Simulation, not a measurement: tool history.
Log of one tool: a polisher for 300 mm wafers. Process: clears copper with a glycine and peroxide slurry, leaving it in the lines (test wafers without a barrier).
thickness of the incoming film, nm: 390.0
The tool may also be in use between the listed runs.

run  hour  flow of slurry (ml/min)  pressure of the wafer on the pad (kPa)  speed of the pad under the wafer (m/s)  overpolish time after the end point (s)  time until the end point was called (s)  dishing of a wide line in a test structure (Å)
  1   0.0                      300                                    13.8                                    1.08                                       11                                   95.865                                          298.11
  2   6.2                      300                                    13.1                                    1.06                                       11                                  101.170                                          289.34
  3   9.4                      300                                    11.7                                    1.06                                       11                                  107.560                                          278.78
  4  11.4                      300                                    11.0                                    1.04                                       11                                  113.240                                          246.77
  5  19.7                      300                                    11.0                                    1.04                                       16                                  116.970                                          361.50
  6  22.0                      300                                    11.0                                    1.04                                       18                                  117.400                                          412.14
  7  25.4                      300                                    11.0                                    1.02                                       17                                  112.580                                          386.44
  8  31.6                      300                                    11.0                                    0.98                                       16                                  120.210                                          368.14

The next listed run, before its measurement:
  9  35.4                      300                                    10.3                                    0.98                                       15                                        ?                                               ?

time until the end point was called (s): 125.410
dishing of a wide line in a test structure (Å): 331.76

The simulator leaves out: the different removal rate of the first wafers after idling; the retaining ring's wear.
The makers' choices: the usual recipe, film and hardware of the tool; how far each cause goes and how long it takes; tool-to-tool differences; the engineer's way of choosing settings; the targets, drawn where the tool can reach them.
